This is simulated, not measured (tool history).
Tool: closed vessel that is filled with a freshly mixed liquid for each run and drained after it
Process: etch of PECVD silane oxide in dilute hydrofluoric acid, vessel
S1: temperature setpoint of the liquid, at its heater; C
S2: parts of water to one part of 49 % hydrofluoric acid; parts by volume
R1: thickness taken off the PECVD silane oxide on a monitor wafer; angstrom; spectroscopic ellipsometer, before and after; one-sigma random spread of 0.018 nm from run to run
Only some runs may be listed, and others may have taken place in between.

{"run": 1, "hour": 0.0, "S1": 23.0, "S2": 205, "time in the liquid (s)": 35, "R1": 23.19}
{"run": 2, "hour": 5.5, "S1": 24.5, "S2": 205, "time in the liquid (s)": 35, "R1": 24.607}
{"run": 3, "hour": 12.5, "S1": 24.5, "S2": 235, "time in the liquid (s)": 35, "R1": 21.171}
{"run": 4, "hour": 13.8, "S1": 24.5, "S2": 175, "time in the liquid (s)": 35, "R1": 29.895}
{"run": 5, "hour": 19.6, "S1": 22.5, "S2": 175, "time in the liquid (s)": 35, "R1": 27.691}
{"run": 6, "hour": 22.6, "S1": 22.5, "S2": 120, "time in the liquid (s)": 35, "R1": 42.669}
{"run": 7, "hour": 24.3, "S1": 21.0, "S2": 125, "time in the liquid (s)": 35, "R1": 38.452}

Run 8 comes next. What will it give?
{"run": 8, "hour": 30.4, "S1": 20.0, "S2": 130, "time in the liquid (s)": 35, "R1": "?"}

{"run 8": {"R1": 35.701}}
